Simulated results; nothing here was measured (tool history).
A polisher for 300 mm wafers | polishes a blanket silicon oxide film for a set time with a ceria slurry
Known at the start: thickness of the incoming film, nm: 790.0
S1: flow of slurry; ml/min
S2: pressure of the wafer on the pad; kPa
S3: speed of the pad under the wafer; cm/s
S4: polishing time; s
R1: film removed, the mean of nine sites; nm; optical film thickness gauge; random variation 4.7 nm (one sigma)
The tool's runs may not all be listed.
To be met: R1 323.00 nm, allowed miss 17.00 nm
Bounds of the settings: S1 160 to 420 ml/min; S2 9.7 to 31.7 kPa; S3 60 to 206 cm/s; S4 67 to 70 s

Run 1, hour 0.0: S1 270 ml/min, S2 20.7 kPa, S3 132 cm/s, S4 67 s. Result: R1 444.77 nm.
Run 2, hour 1.9: S1 295 ml/min, S2 20.7 kPa, S3 132 cm/s, S4 67 s. Result: R1 451.43 nm.
Run 3, hour 7.0: S1 295 ml/min, S2 19.3 kPa, S3 130 cm/s, S4 67 s. Result: R1 404.12 nm.
Run 4, hour 7.6: S1 295 ml/min, S2 18.6 kPa, S3 130 cm/s, S4 67 s. Result: R1 397.41 nm.
Run 5, hour 10.5: S1 295 ml/min, S2 17.9 kPa, S3 130 cm/s, S4 67 s. Result: R1 367.66 nm.
Run 6, hour 12.6: S1 295 ml/min, S2 17.2 kPa, S3 130 cm/s, S4 67 s. Result: R1 370.00 nm.
Run 7, hour 15.7: S1 295 ml/min, S2 13.8 kPa, S3 126 cm/s, S4 67 s. Result: R1 291.78 nm.
Run 8, hour 20.7: S1 295 ml/min, S2 14.5 kPa, S3 126 cm/s, S4 67 s. Result: R1 292.69 nm.

4 next moves are on the table. One of them brings every result within its allowed miss. Which?
Run A, hour 25.7: S1 315 ml/min, S2 18.6 kPa, S3 112 cm/s, S4 70 s. Result: R1 ?.
Run B, hour 25.7: S1 270 ml/min, S2 15.9 kPa, S3 136 cm/s, S4 68 s. Result: R1 ?.
Run C, hour 25.7: S1 315 ml/min, S2 15.2 kPa, S3 124 cm/s, S4 69 s. Result: R1 ?.
Run D, hour 25.7: S1 290 ml/min, S2 16.5 kPa, S3 132 cm/s, S4 68 s. Result: R1 ?.

move      R1
   A  368.36
   B  358.25
   C  325.84
   D  366.06
A: takes the result that was furthest off past its target
B: takes the result that was furthest off past its target
C: meets every target
D: takes the result that was furthest off past its target
The right move is C.
